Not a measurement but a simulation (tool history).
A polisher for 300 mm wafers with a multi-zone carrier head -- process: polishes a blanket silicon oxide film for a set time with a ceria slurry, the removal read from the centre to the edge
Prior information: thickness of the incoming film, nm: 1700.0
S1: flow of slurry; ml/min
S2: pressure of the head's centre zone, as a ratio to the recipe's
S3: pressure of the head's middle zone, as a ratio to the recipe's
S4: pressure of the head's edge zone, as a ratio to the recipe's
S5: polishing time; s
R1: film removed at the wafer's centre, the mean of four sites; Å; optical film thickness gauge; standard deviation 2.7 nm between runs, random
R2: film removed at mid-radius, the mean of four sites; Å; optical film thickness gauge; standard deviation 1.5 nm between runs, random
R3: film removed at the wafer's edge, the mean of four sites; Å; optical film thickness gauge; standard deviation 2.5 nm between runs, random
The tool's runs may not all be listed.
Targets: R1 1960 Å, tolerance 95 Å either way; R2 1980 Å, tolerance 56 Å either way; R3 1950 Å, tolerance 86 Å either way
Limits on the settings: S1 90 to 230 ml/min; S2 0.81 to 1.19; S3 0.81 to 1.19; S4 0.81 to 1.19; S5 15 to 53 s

run	hour	S1	S2	S3	S4	S5	R1	R2	R3
1	0	150	1	1	1	34	1514.7	1373.1	1449.3
2	6.1	160	1	1.03	1.03	36	1653.7	1522.8	1579.2
3	14.4	195	1	1.03	1.03	36	1683.4	1549.5	1573.5
4	16.1	190	1	1.05	1.05	37	1716.3	1618.4	1643.1
5	17	190	1	0.99	1.05	37	1761.4	1533.9	1649.5
6	23.9	190	1	1.02	1.07	38	1804.4	1621	1692
7	25.9	185	0.99	1.04	1.08	39	1808.5	1686.4	1743
8	30	185	0.99	1.06	1.09	40	1878.3	1760.5	1792.5
9	38.2	185	0.98	1.07	1.1	41	1896.3	1825	1849.1
10	42.4	185	0.98	1.08	1.11	41	1925	1824.9	1869.4
11	47.8	185	0.98	1.1	1.12	41	1854.2	1885.3	1879.5
12	49.7	210	1	1.11	1.14	41	1996.3	1890.7	1876.5
13	55.2	210	0.99	1.12	1.14	41	2001.4	1930.6	1914.4
14	61.2	210	0.98	1.12	1.14	41	1941.4	1912.5	1919

Exercise: of the 4 proposed moves below, exactly one satisfies all targets within the stated allowed misses. Which move is it?
A	67.2	205	0.88	1.17	1.09	44	?	?	?
B	67.2	190	0.99	1.15	1.15	42	?	?	?
C	67.2	205	1.02	1.08	1.15	40	?	?	?
D	67.2	200	1.06	1.07	1.16	39	?	?	?

move	R1	R2	R3
A	1886.8	2170	1985.5
B	2004.8	2019.5	1934.2
C	1987.9	1840.1	1857.2
D	2007.3	1773.9	1815
A: moves the result that the last run missed by most past its target, out the other side
B: each result inside its tolerance
C: the biggest miss grows against the last run
D: the biggest miss grows against the last run
So the answer is move B, the one that meets all the targets.

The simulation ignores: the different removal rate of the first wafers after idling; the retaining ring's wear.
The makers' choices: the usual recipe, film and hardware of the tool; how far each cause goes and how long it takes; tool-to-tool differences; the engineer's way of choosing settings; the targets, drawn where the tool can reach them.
